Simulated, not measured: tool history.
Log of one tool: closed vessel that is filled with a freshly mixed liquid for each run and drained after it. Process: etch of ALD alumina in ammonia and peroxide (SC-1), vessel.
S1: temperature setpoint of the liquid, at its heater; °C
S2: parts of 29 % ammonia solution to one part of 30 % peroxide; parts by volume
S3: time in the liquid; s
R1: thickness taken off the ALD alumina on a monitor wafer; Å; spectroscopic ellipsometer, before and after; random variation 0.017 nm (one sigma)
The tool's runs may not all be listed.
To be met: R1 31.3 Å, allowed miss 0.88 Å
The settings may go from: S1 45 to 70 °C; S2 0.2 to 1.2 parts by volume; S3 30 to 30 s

run	hour	S1	S2	S3	R1
1	0	61	0.8	30	35.318
2	8.1	61	0.8	30	35.311
3	14.9	60.5	0.8	30	34.625
4	21.5	60	0.8	30	33.651
5	22.9	60	0.95	30	34.24
6	31.5	53	0.95	30	23.68
7	32.3	53.5	0.95	30	24.106
# hour 33.4: new drum of ammonia solution connected
8	33.4	54	0.95	30	25.346
9	42.3	54.5	0.95	30	25.9
10	49.6	55	0.95	30	26.757
11	55.4	55.5	0.95	30	27.381
12	61.2	56	0.95	30	27.857
13	68.9	59	0.95	30	32.862

5 next moves are on the table. One of them brings every result within its allowed miss. Which?
A	76.6	60	0.8	30	?
B	76.6	57.5	1.2	30	?
C	76.6	57	0.85	30	?
D	76.6	60.5	0.95	30	?
E	76.6	59	1.2	30	?

move	R1
A	34.049
B	31.089
C	29.311
D	35.506
E	33.608
A: further off than the last run
B: meets every target
C: takes the result that was furthest off past its target
D: further off than the last run
E: further off than the last run
Move B is the one to make.
